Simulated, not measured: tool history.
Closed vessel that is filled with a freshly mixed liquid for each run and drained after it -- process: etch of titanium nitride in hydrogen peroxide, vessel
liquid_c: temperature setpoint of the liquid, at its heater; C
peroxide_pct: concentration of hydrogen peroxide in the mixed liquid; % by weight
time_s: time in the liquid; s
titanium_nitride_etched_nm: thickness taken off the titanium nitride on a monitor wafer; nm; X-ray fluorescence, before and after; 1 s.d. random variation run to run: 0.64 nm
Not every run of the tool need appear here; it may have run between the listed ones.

run  hour  liquid_c  peroxide_pct  time_s  titanium_nitride_etched_nm
  1     0        50            16    1780                      40.744
  2   5.4        54            16    1780                      54.115
  3  10.1        54            16    1780                      54.828
  4  14.6        57            16    1780                      65.811
  5  19.8        57            16    1780                      67.169
  6  23.3        57            13    1780                      64.152
  7  30.3      57.5            13    1780                        65.8

For run 8, what comes out?
  8  36.6        58            13    1780                           ?

titanium_nitride_etched_nm: 68.583 nm

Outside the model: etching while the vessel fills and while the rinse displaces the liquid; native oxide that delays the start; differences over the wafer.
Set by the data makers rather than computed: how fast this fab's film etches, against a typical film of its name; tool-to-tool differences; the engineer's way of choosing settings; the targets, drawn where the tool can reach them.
